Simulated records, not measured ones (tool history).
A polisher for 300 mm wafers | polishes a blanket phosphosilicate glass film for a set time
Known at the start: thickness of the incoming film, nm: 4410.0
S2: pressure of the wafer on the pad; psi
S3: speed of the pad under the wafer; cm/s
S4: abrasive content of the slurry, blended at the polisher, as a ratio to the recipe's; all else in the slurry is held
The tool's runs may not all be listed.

Run 1, hour 0.0: flow of slurry (ml/min) 140, S2 3.1 psi, S3 114 cm/s, S4 1.0, polishing time (s) 44. Result: film removed (nm) 380.33.
Run 2, hour 7.5: flow of slurry (ml/min) 140, S2 3.5 psi, S3 114 cm/s, S4 1.0, polishing time (s) 44. Result: film removed (nm) 420.13.
Run 3, hour 11.3: flow of slurry (ml/min) 130, S2 2.9 psi, S3 110 cm/s, S4 1.0, polishing time (s) 44. Result: film removed (nm) 343.16.
Run 4, hour 16.9: flow of slurry (ml/min) 120, S2 2.4 psi, S3 108 cm/s, S4 1.0, polishing time (s) 44. Result: film removed (nm) 292.16.
Run 5, hour 20.9: flow of slurry (ml/min) 150, S2 2.4 psi, S3 108 cm/s, S4 1.0, polishing time (s) 44. Result: film removed (nm) 301.03.
Run 6, hour 26.2: flow of slurry (ml/min) 150, S2 2.4 psi, S3 108 cm/s, S4 1.0, polishing time (s) 40. Result: film removed (nm) 271.52.
Run 7, hour 35.0: flow of slurry (ml/min) 150, S2 2.1 psi, S3 108 cm/s, S4 1.0, polishing time (s) 40. Result: film removed (nm) 245.74.

Run 8 comes next. What will it give?
Run 8, hour 40.1: flow of slurry (ml/min) 110, S2 1.6 psi, S3 108 cm/s, S4 1.0, polishing time (s) 40. Result: film removed (nm) ?.

{"run 8": {"film removed (nm)": 194.47}}

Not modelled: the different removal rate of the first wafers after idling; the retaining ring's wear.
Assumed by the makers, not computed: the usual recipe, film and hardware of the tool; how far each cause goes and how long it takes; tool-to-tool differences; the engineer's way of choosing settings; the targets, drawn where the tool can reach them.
